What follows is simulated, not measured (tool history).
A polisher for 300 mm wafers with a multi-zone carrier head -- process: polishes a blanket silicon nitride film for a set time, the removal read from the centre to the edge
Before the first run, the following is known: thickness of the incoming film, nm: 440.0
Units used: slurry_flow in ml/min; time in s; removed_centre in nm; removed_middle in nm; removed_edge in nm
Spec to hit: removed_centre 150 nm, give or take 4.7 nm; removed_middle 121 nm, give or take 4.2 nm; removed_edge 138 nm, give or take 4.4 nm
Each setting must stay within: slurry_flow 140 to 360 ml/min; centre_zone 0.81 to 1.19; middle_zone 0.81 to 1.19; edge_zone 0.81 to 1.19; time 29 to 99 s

{"run": 1, "hour": 0.0, "slurry_flow": 230, "centre_zone": 1, "middle_zone": 1, "edge_zone": 1, "time": 64, "removed_centre": 112.63, "removed_middle": 112.44, "removed_edge": 118.09}
{"run": 2, "hour": 8.7, "slurry_flow": 235, "centre_zone": 1.02, "middle_zone": 1, "edge_zone": 1.02, "time": 64, "removed_centre": 113.48, "removed_middle": 114.01, "removed_edge": 120.88}
{"run": 3, "hour": 12.3, "slurry_flow": 235, "centre_zone": 1.02, "middle_zone": 1, "edge_zone": 1.1, "time": 64, "removed_centre": 115.18, "removed_middle": 113.78, "removed_edge": 124.02}
{"run": 4, "hour": 16.5, "slurry_flow": 235, "centre_zone": 1.02, "middle_zone": 1, "edge_zone": 1.02, "time": 64, "removed_centre": 113.76, "removed_middle": 113.97, "removed_edge": 120.85}
{"run": 5, "hour": 19.3, "slurry_flow": 255, "centre_zone": 1.02, "middle_zone": 1, "edge_zone": 1.02, "time": 64, "removed_centre": 116.98, "removed_middle": 115.41, "removed_edge": 122.29}
{"run": 6, "hour": 28.0, "slurry_flow": 230, "centre_zone": 1.02, "middle_zone": 1, "edge_zone": 1.02, "time": 64, "removed_centre": 113.47, "removed_middle": 111.57, "removed_edge": 119.56}
{"run": 7, "hour": 29.7, "slurry_flow": 295, "centre_zone": 1.12, "middle_zone": 0.94, "edge_zone": 1.12, "time": 66, "removed_centre": 131.24, "removed_middle": 110.63, "removed_edge": 131.83}
{"run": 8, "hour": 37.0, "slurry_flow": 295, "centre_zone": 1.12, "middle_zone": 0.94, "edge_zone": 1.12, "time": 66, "removed_centre": 133.61, "removed_middle": 115.13, "removed_edge": 131.6}
{"run": 9, "hour": 39.1, "slurry_flow": 300, "centre_zone": 1.13, "middle_zone": 0.94, "edge_zone": 1.12, "time": 66, "removed_centre": 134.85, "removed_middle": 112.75, "removed_edge": 132.18}
{"run": 10, "hour": 43.8, "slurry_flow": 305, "centre_zone": 1.14, "middle_zone": 0.94, "edge_zone": 1.12, "time": 66, "removed_centre": 135.09, "removed_middle": 113.98, "removed_edge": 132.61}
{"run": 11, "hour": 50.3, "slurry_flow": 305, "centre_zone": 1.15, "middle_zone": 0.94, "edge_zone": 1.11, "time": 66, "removed_centre": 136.73, "removed_middle": 114.04, "removed_edge": 133.32}
{"run": 12, "hour": 55.1, "slurry_flow": 310, "centre_zone": 1.15, "middle_zone": 0.94, "edge_zone": 1.1, "time": 66, "removed_centre": 138.25, "removed_middle": 114.22, "removed_edge": 131.91}
{"run": 13, "hour": 57.4, "slurry_flow": 315, "centre_zone": 1.15, "middle_zone": 0.94, "edge_zone": 1.1, "time": 66, "removed_centre": 139.74, "removed_middle": 111.93, "removed_edge": 133.42}
{"run": 14, "hour": 60.5, "slurry_flow": 315, "centre_zone": 1.15, "middle_zone": 0.95, "edge_zone": 1.1, "time": 66, "removed_centre": 138.64, "removed_middle": 111.81, "removed_edge": 130.74}
{"run": 15, "hour": 62.4, "slurry_flow": 315, "centre_zone": 1.15, "middle_zone": 0.95, "edge_zone": 1.1, "time": 67, "removed_centre": 140.84, "removed_middle": 116.35, "removed_edge": 136.01}
{"run": 16, "hour": 65.0, "slurry_flow": 315, "centre_zone": 1.15, "middle_zone": 0.95, "edge_zone": 1.09, "time": 67, "removed_centre": 140.96, "removed_middle": 115.17, "removed_edge": 135.32}
{"run": 17, "hour": 67.8, "slurry_flow": 315, "centre_zone": 1.15, "middle_zone": 0.96, "edge_zone": 1.09, "time": 67, "removed_centre": 139.26, "removed_middle": 118.49, "removed_edge": 132.52}

Below are 4 possible settings for the next run. Only one of them brings all results inside the allowed miss of their targets. Which is it?
{"run": "A", "hour": 70.6, "slurry_flow": 345, "centre_zone": 1.11, "middle_zone": 0.96, "edge_zone": 1.06, "time": 74, "removed_centre": "?", "removed_middle": "?", "removed_edge": "?"}
{"run": "B", "hour": 70.6, "slurry_flow": 320, "centre_zone": 1.17, "middle_zone": 0.96, "edge_zone": 1.05, "time": 70, "removed_centre": "?", "removed_middle": "?", "removed_edge": "?"}
{"run": "C", "hour": 70.6, "slurry_flow": 290, "centre_zone": 1.05, "middle_zone": 0.85, "edge_zone": 1.15, "time": 73, "removed_centre": "?", "removed_middle": "?", "removed_edge": "?"}
{"run": "D", "hour": 70.6, "slurry_flow": 360, "centre_zone": 1.19, "middle_zone": 1.07, "edge_zone": 1.01, "time": 64, "removed_centre": "?", "removed_middle": "?", "removed_edge": "?"}

move=A removed_centre=150.7 removed_middle=129.41 removed_edge=145
move=B removed_centre=149.31 removed_middle=121.64 removed_edge=135.86
move=C removed_centre=138.24 removed_middle=114.04 removed_edge=147.87
move=D removed_centre=140.4 removed_middle=122.78 removed_edge=122.49
A: the furthest-off result lands on target, but another misses its tolerance
B: all results in spec
C: its largest miss is bigger than the last run's
D: its largest miss is bigger than the last run's
The right move is B.
